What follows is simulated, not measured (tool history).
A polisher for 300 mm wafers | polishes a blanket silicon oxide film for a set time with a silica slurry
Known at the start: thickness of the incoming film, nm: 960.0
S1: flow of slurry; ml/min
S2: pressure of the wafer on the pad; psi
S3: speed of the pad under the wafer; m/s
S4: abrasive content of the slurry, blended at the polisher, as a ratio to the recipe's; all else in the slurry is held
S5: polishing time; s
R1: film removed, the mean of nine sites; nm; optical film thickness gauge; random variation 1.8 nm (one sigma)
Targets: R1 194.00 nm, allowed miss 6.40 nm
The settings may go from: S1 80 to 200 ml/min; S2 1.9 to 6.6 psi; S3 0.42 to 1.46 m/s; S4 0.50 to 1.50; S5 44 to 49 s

{"run": 1, "hour": 0.0, "S1": 130, "S2": 4.2, "S3": 0.94, "S4": 1.0, "S5": 49, "R1": 153.22}
{"run": 2, "hour": 3.3, "S1": 135, "S2": 4.3, "S3": 0.94, "S4": 1.0, "S5": 49, "R1": 155.14}
{"run": 3, "hour": 10.3, "S1": 135, "S2": 4.4, "S3": 0.94, "S4": 1.0, "S5": 49, "R1": 161.6}
{"run": 4, "hour": 13.1, "S1": 135, "S2": 4.5, "S3": 0.94, "S4": 1.0, "S5": 49, "R1": 160.7}
{"run": 5, "hour": 16.3, "S1": 135, "S2": 4.6, "S3": 0.94, "S4": 1.0, "S5": 49, "R1": 165.99}
{"run": 6, "hour": 22.7, "S1": 135, "S2": 4.6, "S3": 0.94, "S4": 0.8, "S5": 49, "R1": 152.06}
{"run": 7, "hour": 23.8, "S1": 135, "S2": 4.7, "S3": 0.94, "S4": 0.8, "S5": 49, "R1": 154.92}
{"run": 8, "hour": 24.7, "S1": 135, "S2": 4.8, "S3": 0.94, "S4": 0.8, "S5": 49, "R1": 158.48}
{"run": 9, "hour": 29.7, "S1": 135, "S2": 4.9, "S3": 0.94, "S4": 0.8, "S5": 49, "R1": 160.26}
{"run": 10, "hour": 30.7, "S1": 135, "S2": 5.0, "S3": 0.94, "S4": 0.8, "S5": 49, "R1": 163.05}
{"run": 11, "hour": 35.6, "S1": 135, "S2": 5.1, "S3": 0.94, "S4": 0.8, "S5": 49, "R1": 166.28}
{"run": 12, "hour": 36.8, "S1": 135, "S2": 5.2, "S3": 0.94, "S4": 0.8, "S5": 49, "R1": 170.68}
{"run": 13, "hour": 41.7, "S1": 135, "S2": 5.3, "S3": 0.94, "S4": 0.8, "S5": 49, "R1": 175.15}
{"run": 14, "hour": 49.9, "S1": 145, "S2": 5.5, "S3": 0.94, "S4": 0.8, "S5": 49, "R1": 180.52}

4 next moves are on the table. One of them brings every result within its allowed miss. Which?
{"run": "A", "hour": 58.1, "S1": 145, "S2": 5.3, "S3": 0.94, "S4": 0.8, "S5": 46, "R1": "?"}
{"run": "B", "hour": 58.1, "S1": 150, "S2": 5.1, "S3": 1.08, "S4": 0.95, "S5": 46, "R1": "?"}
{"run": "C", "hour": 58.1, "S1": 185, "S2": 4.5, "S3": 1.32, "S4": 0.65, "S5": 45, "R1": "?"}
{"run": "D", "hour": 58.1, "S1": 170, "S2": 5.4, "S3": 0.92, "S4": 0.7, "S5": 45, "R1": "?"}

move=A R1=166.39
move=B R1=194.51
move=C R1=171.91
move=D R1=157.38
A: further off than the last run
B: meets every target
C: further off than the last run
D: further off than the last run
Move B is the one to make.

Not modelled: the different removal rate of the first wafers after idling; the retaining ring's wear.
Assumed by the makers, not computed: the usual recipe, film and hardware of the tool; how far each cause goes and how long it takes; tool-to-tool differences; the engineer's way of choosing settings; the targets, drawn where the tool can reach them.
